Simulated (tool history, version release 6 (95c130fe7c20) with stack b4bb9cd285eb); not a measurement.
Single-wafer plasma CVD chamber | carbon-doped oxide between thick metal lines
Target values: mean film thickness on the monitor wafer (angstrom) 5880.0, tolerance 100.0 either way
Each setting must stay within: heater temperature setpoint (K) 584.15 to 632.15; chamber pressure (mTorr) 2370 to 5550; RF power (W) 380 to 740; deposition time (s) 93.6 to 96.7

run,hour,heater temperature setpoint (K),chamber pressure (mTorr),RF power (W),deposition time (s),mean film thickness on the monitor wafer (angstrom)
1,0.0,608.15,3960,560,93.6,5400.9
2,3.7,606.15,4090,565,93.6,5473.0
3,6.2,606.15,4090,565,93.6,5503.8
4,8.7,604.15,4180,565,93.6,5523.9
5,12.6,604.15,4180,565,96.7,5742.0
6,21.4,604.15,4180,565,96.7,5728.3
7,24.8,603.15,4230,565,96.7,5760.9
8,30.1,602.15,4270,565,96.7,5700.2

Exactly one of the 5 candidate moves below puts every result within its allowed miss. Which one?
A,35.4,609.15,4570,570,96.7,?
B,35.4,602.15,3880,525,96.7,?
C,35.4,597.15,3280,550,96.7,?
D,35.4,600.15,4640,520,93.6,?
E,35.4,591.15,4310,555,95.1,?

move,mean film thickness on the monitor wafer (angstrom)
A,5756.4
B,5498.3
C,5692.3
D,5432.2
E,5921.7
A: nearer the targets than the last run, but a result is still out of spec
B: moves away from the targets compared with the last run
C: about the same distance from the targets as the last run
D: moves away from the targets compared with the last run
E: each result inside its tolerance
So the answer is move E, the one that meets all the targets.
